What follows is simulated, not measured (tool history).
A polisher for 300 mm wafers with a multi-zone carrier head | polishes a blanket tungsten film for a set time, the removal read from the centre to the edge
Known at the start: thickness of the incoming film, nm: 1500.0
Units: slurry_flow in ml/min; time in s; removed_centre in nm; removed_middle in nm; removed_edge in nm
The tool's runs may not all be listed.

Run 1, day 0.000: slurry_flow 220 ml/min, centre_zone 1.00, middle_zone 1.00, edge_zone 1.00, slurry_solids 1.00, time 32 s. Result: removed_centre 141.26 nm, removed_middle 141.97 nm, removed_edge 136.91 nm.
Run 2, day 0.354: slurry_flow 225 ml/min, centre_zone 1.02, middle_zone 1.02, edge_zone 1.03, slurry_solids 1.05, time 32 s. Result: removed_centre 141.90 nm, removed_middle 143.06 nm, removed_edge 139.72 nm.
Run 3, day 0.517: slurry_flow 225 ml/min, centre_zone 1.02, middle_zone 1.02, edge_zone 1.03, slurry_solids 1.05, time 24 s. Result: removed_centre 107.22 nm, removed_middle 107.93 nm, removed_edge 107.53 nm.
Run 4, day 0.879: slurry_flow 225 ml/min, centre_zone 1.02, middle_zone 1.02, edge_zone 0.99, slurry_solids 1.05, time 24 s. Result: removed_centre 107.48 nm, removed_middle 104.86 nm, removed_edge 104.01 nm.
Run 5, day 1.229: slurry_flow 225 ml/min, centre_zone 1.02, middle_zone 1.02, edge_zone 1.04, slurry_solids 1.05, time 24 s. Result: removed_centre 108.05 nm, removed_middle 104.30 nm, removed_edge 106.67 nm.
Run 6, day 1.275: slurry_flow 230 ml/min, centre_zone 1.05, middle_zone 1.03, edge_zone 1.04, slurry_solids 1.15, time 26 s. Result: removed_centre 121.08 nm, removed_middle 118.90 nm, removed_edge 117.55 nm.
Run 7, day 1.354: slurry_flow 235 ml/min, centre_zone 1.07, middle_zone 1.03, edge_zone 1.05, slurry_solids 1.20, time 27 s. Result: removed_centre 131.03 nm, removed_middle 127.01 nm, removed_edge 122.83 nm.
Run 8, day 1.512: slurry_flow 240 ml/min, centre_zone 1.08, middle_zone 1.03, edge_zone 1.07, slurry_solids 1.25, time 28 s. Result: removed_centre 138.31 nm, removed_middle 132.40 nm, removed_edge 130.03 nm.
Run 9, day 1.692: slurry_flow 245 ml/min, centre_zone 1.10, middle_zone 1.04, edge_zone 1.09, slurry_solids 1.30, time 29 s. Result: removed_centre 147.28 nm, removed_middle 142.43 nm, removed_edge 139.62 nm.

Forecast run 10:
Run 10, day 1.996: slurry_flow 255 ml/min, centre_zone 1.12, middle_zone 1.04, edge_zone 1.10, slurry_solids 1.35, time 29 s. Result: removed_centre ?, removed_middle ?, removed_edge ?.

removed_centre: 151.57 nm
removed_middle: 137.81 nm
removed_edge: 140.98 nm
